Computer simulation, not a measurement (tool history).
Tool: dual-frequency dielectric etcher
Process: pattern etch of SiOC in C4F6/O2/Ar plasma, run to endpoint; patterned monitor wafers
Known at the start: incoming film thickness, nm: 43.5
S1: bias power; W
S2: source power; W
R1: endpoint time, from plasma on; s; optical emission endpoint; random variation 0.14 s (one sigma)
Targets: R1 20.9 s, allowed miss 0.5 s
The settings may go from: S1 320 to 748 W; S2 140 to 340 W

| run | day | S1 | S2 | R1 |
|---|---|---|---|---|
| 1 | 0 | 534 | 240 | 18.295 |
| 2 | 0.083 | 503 | 240 | 18.774 |
| 3 | 0.396 | 479 | 240 | 19.179 |
| 4 | 0.771 | 460 | 240 | 19.35 |
| 5 | 0.85 | 442 | 240 | 19.585 |
| 6 | 1.183 | 442 | 280 | 18.389 |
| 7 | 1.425 | 419 | 270 | 19.09 |
| 8 | 1.654 | 401 | 270 | 19.35 |
| 9 | 1.792 | 386 | 270 | 19.58 |
| 10 | 1.842 | 373 | 270 | 20.041 |
| 11 | 2.108 | 365 | 270 | 20.376 |
| 12 | 2.412 | 360 | 270 | 20.048 |

5 next moves are on the table. One of them brings every result within its allowed miss. Which?
| A | 2.717 | 428 | 250 | ? |
| B | 2.717 | 416 | 250 | ? |
| C | 2.717 | 379 | 280 | ? |
| D | 2.717 | 349 | 260 | ? |
| E | 2.717 | 398 | 260 | ? |

| move | R1 |
|---|---|
| A | 19.516 |
| B | 19.754 |
| C | 19.362 |
| D | 20.844 |
| E | 19.713 |
A: further off than the last run
B: further off than the last run
C: further off than the last run
D: meets every target
E: further off than the last run
Move D is the one to make.

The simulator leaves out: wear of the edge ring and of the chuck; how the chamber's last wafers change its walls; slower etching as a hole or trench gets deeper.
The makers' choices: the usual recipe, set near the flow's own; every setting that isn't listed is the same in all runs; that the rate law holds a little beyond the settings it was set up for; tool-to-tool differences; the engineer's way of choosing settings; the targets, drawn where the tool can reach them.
